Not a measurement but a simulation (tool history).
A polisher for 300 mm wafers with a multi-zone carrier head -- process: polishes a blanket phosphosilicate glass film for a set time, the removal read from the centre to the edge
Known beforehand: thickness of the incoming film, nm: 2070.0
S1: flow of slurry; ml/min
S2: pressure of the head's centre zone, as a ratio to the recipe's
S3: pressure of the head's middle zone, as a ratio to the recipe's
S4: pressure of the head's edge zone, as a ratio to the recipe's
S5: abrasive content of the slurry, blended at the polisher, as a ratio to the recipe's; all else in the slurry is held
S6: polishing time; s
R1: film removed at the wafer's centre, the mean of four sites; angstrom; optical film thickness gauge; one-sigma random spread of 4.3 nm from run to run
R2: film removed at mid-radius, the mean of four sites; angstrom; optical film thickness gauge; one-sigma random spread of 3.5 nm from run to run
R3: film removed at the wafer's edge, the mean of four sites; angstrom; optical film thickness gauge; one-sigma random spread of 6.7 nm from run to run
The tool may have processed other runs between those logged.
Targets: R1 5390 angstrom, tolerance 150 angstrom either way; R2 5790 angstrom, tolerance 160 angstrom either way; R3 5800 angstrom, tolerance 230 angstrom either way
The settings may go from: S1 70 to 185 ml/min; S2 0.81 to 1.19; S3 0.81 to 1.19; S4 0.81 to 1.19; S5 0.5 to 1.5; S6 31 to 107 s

run 1 hour=0 | S1=120 S2=1 S3=1 S4=1 S5=1 S6=69 | R1=6797.5 R2=6953.5 R3=6924.9
run 2 hour=6 | S1=140 S2=1 S3=1 S4=1 S5=1 S6=69 | R1=7110 R2=7255.6 R3=7054
run 3 hour=6.9 | S1=135 S2=0.99 S3=0.99 S4=0.98 S5=1 S6=69 | R1=7039.9 R2=7073.8 R3=7116.7
run 4 hour=13.7 | S1=135 S2=0.96 S3=0.99 S4=0.98 S5=1 S6=69 | R1=6790.4 R2=7118.4 R3=6979.8
run 5 hour=18.1 | S1=130 S2=0.95 S3=0.99 S4=0.97 S5=1 S6=69 | R1=6660.8 R2=7020.3 R3=6899.1
run 6 hour=23 | S1=125 S2=0.94 S3=0.99 S4=0.96 S5=1 S6=69 | R1=6509.3 R2=7001.4 R3=6797.8
run 7 hour=27.5 | S1=120 S2=0.93 S3=0.98 S4=0.95 S5=1 S6=69 | R1=6386 R2=6838.1 R3=6730.6
run 8 hour=31.2 | S1=115 S2=0.92 S3=0.97 S4=0.94 S5=1 S6=69 | R1=6230.6 R2=6770.8 R3=6823.1
run 9 hour=32 | S1=115 S2=0.92 S3=0.97 S4=0.93 S5=0.95 S6=69 | R1=6053.4 R2=6535.9 R3=6484.9
run 10 hour=33.2 | S1=115 S2=0.92 S3=0.97 S4=0.93 S5=0.95 S6=69 | R1=6030.6 R2=6614.4 R3=6498.6
run 11 hour=35.5 | S1=110 S2=0.92 S3=0.96 S4=0.92 S5=0.95 S6=69 | R1=6106 R2=6366.7 R3=6410.5
run 12 hour=38.6 | S1=105 S2=0.92 S3=0.96 S4=0.91 S5=0.95 S6=69 | R1=5944.2 R2=6321 R3=6271.6
run 13 hour=40.4 | S1=100 S2=0.92 S3=0.96 S4=0.91 S5=0.95 S6=69 | R1=5838.3 R2=6260.9 R3=6186.3
run 14 hour=42.3 | S1=95 S2=0.92 S3=0.96 S4=0.91 S5=0.95 S6=69 | R1=5728.9 R2=6226.6 R3=6214.2
run 15 hour=45.4 | S1=85 S2=0.93 S3=0.95 S4=0.89 S5=0.95 S6=69 | R1=5617.2 R2=5900.4 R3=6097.4
run 16 hour=49.2 | S1=85 S2=0.93 S3=0.95 S4=0.88 S5=0.95 S6=69 | R1=5511.5 R2=5982.4 R3=5955.7

Which single option among these 5 for the next run brings every result within its allowed miss of target? Just one does.
run A hour=53 | S1=90 S2=0.89 S3=0.98 S4=0.85 S5=1.05 S6=65 | R1=? R2=? R3=?
run B hour=53 | S1=120 S2=1.08 S3=0.99 S4=0.93 S5=0.65 S6=68 | R1=? R2=? R3=?
run C hour=53 | S1=90 S2=0.94 S3=0.91 S4=1.03 S5=1.1 S6=64 | R1=? R2=? R3=?
run D hour=53 | S1=85 S2=0.96 S3=1 S4=0.95 S5=1.4 S6=54 | R1=? R2=? R3=?
run E hour=53 | S1=80 S2=0.97 S3=0.88 S4=0.98 S5=0.75 S6=79 | R1=? R2=? R3=?

move=A R1=5347.1 R2=6173.1 R3=5992.2
move=B R1=5662.2 R2=5356.5 R3=5220
move=C R1=5684.3 R2=5837.1 R3=6539.4
move=D R1=5321.1 R2=5802.5 R3=5830.9
move=E R1=5644.3 R2=5496.5 R3=6282.3
A: its largest miss is bigger than the last run's
B: moves the result that the last run missed by most past its target, out the other side
C: gets the furthest-off result to its target, but another result is out of tolerance
D: every result within its allowed miss
E: moves the result that the last run missed by most past its target, out the other side
Go with D: it meets all targets.
